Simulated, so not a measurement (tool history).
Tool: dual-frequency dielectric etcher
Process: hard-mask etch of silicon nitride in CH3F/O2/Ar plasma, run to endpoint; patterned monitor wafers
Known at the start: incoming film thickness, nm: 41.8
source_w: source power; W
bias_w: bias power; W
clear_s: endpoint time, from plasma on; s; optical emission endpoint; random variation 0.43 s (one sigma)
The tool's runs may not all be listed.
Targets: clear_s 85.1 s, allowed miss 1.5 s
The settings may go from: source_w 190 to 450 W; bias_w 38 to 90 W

{"run": 1, "day": 0.0, "source_w": 320, "bias_w": 64, "clear_s": 68.827}
{"run": 2, "day": 0.217, "source_w": 380, "bias_w": 64, "clear_s": 64.908}
{"run": 3, "day": 0.562, "source_w": 350, "bias_w": 61, "clear_s": 67.973}
{"run": 4, "day": 0.65, "source_w": 330, "bias_w": 59, "clear_s": 69.439}
{"run": 5, "day": 0.833, "source_w": 310, "bias_w": 56, "clear_s": 71.822}
{"run": 6, "day": 1.075, "source_w": 290, "bias_w": 54, "clear_s": 74.17}
{"run": 7, "day": 1.15, "source_w": 280, "bias_w": 52, "clear_s": 76.016}
{"run": 8, "day": 1.438, "source_w": 220, "bias_w": 49, "clear_s": 82.18}

4 next moves are on the table. One of them brings every result within its allowed miss. Which?
{"run": "A", "day": 1.725, "source_w": 190, "bias_w": 57, "clear_s": "?"}
{"run": "B", "day": 1.725, "source_w": 230, "bias_w": 46, "clear_s": "?"}
{"run": "C", "day": 1.725, "source_w": 200, "bias_w": 48, "clear_s": "?"}
{"run": "D", "day": 1.725, "source_w": 220, "bias_w": 53, "clear_s": "?"}

move=A clear_s=81.397
move=B clear_s=82.827
move=C clear_s=84.758
move=D clear_s=80.29
A: further off than the last run
B: nearer than the last run, and not there yet
C: meets every target
D: further off than the last run
The right move is C.

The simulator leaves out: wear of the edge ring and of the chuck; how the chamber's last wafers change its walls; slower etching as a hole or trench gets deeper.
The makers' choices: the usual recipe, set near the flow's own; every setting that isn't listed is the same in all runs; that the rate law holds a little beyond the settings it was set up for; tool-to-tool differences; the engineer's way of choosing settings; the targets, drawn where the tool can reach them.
